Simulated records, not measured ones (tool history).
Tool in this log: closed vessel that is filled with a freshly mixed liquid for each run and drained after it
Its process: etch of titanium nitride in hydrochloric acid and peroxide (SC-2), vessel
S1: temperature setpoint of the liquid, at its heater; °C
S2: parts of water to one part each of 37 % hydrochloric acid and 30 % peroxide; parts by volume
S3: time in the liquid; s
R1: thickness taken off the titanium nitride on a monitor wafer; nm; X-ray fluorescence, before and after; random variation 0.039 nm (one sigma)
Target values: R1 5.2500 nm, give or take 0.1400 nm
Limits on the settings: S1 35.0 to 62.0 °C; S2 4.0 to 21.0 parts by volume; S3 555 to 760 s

run,hour,S1,S2,S3,R1
1,0.0,46.0,11.5,760,7.8373
2,1.7,44.0,11.5,760,6.8267
3,3.2,42.5,11.5,760,6.0575
4,4.4,42.0,11.5,760,5.8783
5,8.6,41.5,11.5,760,5.6981
# hour 12.2: thermometer replaced
6,12.2,41.5,11.5,555,4.5794
7,16.0,42.0,11.5,555,4.6974
8,19.5,42.5,11.5,555,4.8690

Which single option among these 4 for the next run brings every result within its allowed miss of target? Just one does.
A,23.0,46.0,14.5,570,?
B,23.0,35.0,9.5,715,?
C,23.0,43.0,16.5,625,?
D,23.0,42.0,13.0,565,?

move,R1
A,5.2167
B,4.3092
C,4.1477
D,4.3123
A: in spec on every target
B: the biggest miss grows against the last run
C: the biggest miss grows against the last run
D: the biggest miss grows against the last run
Move A is the one to make.

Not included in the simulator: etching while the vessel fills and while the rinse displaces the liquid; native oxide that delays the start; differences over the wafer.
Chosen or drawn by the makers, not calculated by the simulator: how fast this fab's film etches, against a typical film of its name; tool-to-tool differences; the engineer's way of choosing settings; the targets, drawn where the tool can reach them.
